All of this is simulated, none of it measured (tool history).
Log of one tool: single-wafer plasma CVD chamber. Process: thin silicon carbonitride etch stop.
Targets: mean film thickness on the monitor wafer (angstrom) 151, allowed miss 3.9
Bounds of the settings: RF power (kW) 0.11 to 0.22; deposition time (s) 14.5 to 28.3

run    day  RF power (kW)  deposition time (s)  mean film thickness on the monitor wafer (angstrom)
  1      0          0.165                 21.4                                               129.25
  2   0.35          0.155                 21.4                                               127.86
  3  0.392          0.135                 21.4                                               123.44
  4  0.675          0.145                 22.2                                               130.19
  5  0.896           0.15                 22.7                                               133.87
  6  1.138          0.155                 23.1                                               137.37
  7  1.367           0.16                 23.4                                               140.15
  8  1.546          0.165                 23.7                                               142.87
  9  1.746           0.17                 23.9                                               145.47
 10  1.808           0.17                   24                                               146.17
 11  2.038           0.17                 24.1                                               146.68

4 next moves are on the table. One of them brings every result within its allowed miss. Which?
  A  2.267          0.175                   23                                                    ?
  B  2.267           0.18                 24.5                                                    ?
  C  2.267           0.16                   24                                                    ?
  D  2.267           0.18                 23.4                                                    ?

move  mean film thickness on the monitor wafer (angstrom)
   A                                                141.3
   B                                               151.53
   C                                               144.36
   D                                               144.73
A: further off than the last run
B: meets every target
C: further off than the last run
D: further off than the last run
Move B is the one to make.

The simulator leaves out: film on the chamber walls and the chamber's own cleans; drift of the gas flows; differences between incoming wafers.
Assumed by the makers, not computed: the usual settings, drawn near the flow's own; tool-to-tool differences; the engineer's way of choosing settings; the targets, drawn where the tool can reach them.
